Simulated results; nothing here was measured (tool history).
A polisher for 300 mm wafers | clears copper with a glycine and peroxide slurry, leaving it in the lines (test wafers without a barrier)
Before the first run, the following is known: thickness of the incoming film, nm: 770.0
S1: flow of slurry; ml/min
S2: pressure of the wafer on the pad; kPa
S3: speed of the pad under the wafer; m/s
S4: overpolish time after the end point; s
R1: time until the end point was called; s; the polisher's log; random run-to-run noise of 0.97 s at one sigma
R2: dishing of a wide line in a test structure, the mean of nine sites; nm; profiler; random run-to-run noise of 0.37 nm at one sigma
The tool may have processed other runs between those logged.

{"run": 1, "hour": 0.0, "S1": 280, "S2": 20.7, "S3": 1.18, "S4": 13, "R1": 102.82, "R2": 36.29}
{"run": 2, "hour": 3.9, "S1": 280, "S2": 20.7, "S3": 1.18, "S4": 11, "R1": 101.52, "R2": 33.513}
{"run": 3, "hour": 7.0, "S1": 280, "S2": 23.4, "S3": 1.22, "S4": 10, "R1": 87.531, "R2": 34.628}
{"run": 4, "hour": 12.1, "S1": 280, "S2": 23.4, "S3": 1, "S4": 10, "R1": 104.02, "R2": 31.289}
{"run": 5, "hour": 19.1, "S1": 280, "S2": 23.4, "S3": 1, "S4": 6, "R1": 103.42, "R2": 23.501}
{"run": 6, "hour": 27.6, "S1": 280, "S2": 23.4, "S3": 1.14, "S4": 6, "R1": 91.646, "R2": 24.934}
{"run": 7, "hour": 29.7, "S1": 280, "S2": 24.8, "S3": 1.2, "S4": 7, "R1": 86.033, "R2": 29.507}
{"run": 8, "hour": 36.1, "S1": 280, "S2": 26.9, "S3": 1.26, "S4": 7, "R1": 75.321, "R2": 31.344}
{"run": 9, "hour": 43.2, "S1": 280, "S2": 28.3, "S3": 1.28, "S4": 7, "R1": 72.636, "R2": 31.748}
{"run": 10, "hour": 47.9, "S1": 280, "S2": 29, "S3": 1.32, "S4": 7, "R1": 68.35, "R2": 32.816}

Run 11 has not been measured yet. What should we expect?
{"run": 11, "hour": 54.3, "S1": 280, "S2": 29.6, "S3": 1.34, "S4": 7, "R1": "?", "R2": "?"}

Run 11 measured R1 66.882 s, R2 33.37 nm.
